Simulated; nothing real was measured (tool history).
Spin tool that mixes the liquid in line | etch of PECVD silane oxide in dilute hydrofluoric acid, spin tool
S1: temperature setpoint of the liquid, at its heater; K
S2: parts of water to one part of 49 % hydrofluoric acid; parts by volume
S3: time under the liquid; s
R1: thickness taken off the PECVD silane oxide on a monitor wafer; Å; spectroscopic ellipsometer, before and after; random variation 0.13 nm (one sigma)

run	day	S1	S2	S3	R1
1	0.000	298.15	60	55	407.35
2	0.146	295.65	60	55	370.88
3	0.446	295.65	60	55	369.78
4	0.608	294.15	60	55	347.05
5	0.708	294.15	60	60	376.67
# day 0.888: thermometer replaced
6	0.888	294.15	50	60	419.16

Run 7 comes next. What will it give?
7	1.154	293.15	55	60	?

{"run 7": {"R1": 360.5}}
